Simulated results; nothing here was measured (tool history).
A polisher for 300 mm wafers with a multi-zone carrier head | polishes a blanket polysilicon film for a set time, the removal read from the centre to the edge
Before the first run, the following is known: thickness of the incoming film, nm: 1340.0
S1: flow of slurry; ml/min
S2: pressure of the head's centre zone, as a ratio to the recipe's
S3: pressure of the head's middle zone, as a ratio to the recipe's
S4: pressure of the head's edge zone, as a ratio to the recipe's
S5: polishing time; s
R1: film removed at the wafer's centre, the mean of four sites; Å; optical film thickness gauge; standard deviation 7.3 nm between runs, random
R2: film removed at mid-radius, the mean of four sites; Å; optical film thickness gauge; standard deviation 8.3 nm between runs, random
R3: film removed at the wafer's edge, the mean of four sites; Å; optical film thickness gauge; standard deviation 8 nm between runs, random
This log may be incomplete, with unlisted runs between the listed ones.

run 1 hour=0 | S1=260 S2=1 S3=1 S4=1 S5=73 | R1=4598.9 R2=4628.1 R3=4700
run 2 hour=2.2 | S1=260 S2=0.99 S3=1.01 S4=1.04 S5=77 | R1=4764.2 R2=5016 R3=5050.7
run 3 hour=3.7 | S1=315 S2=0.99 S3=1.01 S4=1.04 S5=77 | R1=4856.7 R2=4975.4 R3=5120.5
run 4 hour=6.4 | S1=315 S2=0.99 S3=0.93 S4=1.04 S5=77 | R1=4904.7 R2=4715 R3=4940.5
run 5 hour=14.4 | S1=315 S2=1.06 S3=0.93 S4=1.04 S5=77 | R1=5234.7 R2=4676.9 R3=4983.2
run 6 hour=17.9 | S1=260 S2=1.06 S3=0.93 S4=1.04 S5=77 | R1=5210.8 R2=4565.2 R3=4968.6
run 7 hour=23.5 | S1=255 S2=1.04 S3=0.97 S4=1.07 S5=79 | R1=5232.7 R2=4796.6 R3=5052.9

For run 8, what comes out?
run 8 hour=26.9 | S1=265 S2=0.94 S3=0.99 S4=1.14 S5=93 | R1=? R2=? R3=?

{"run 8": {"R1": 5471.8, "R2": 5745.4, "R3": 6218.4}}
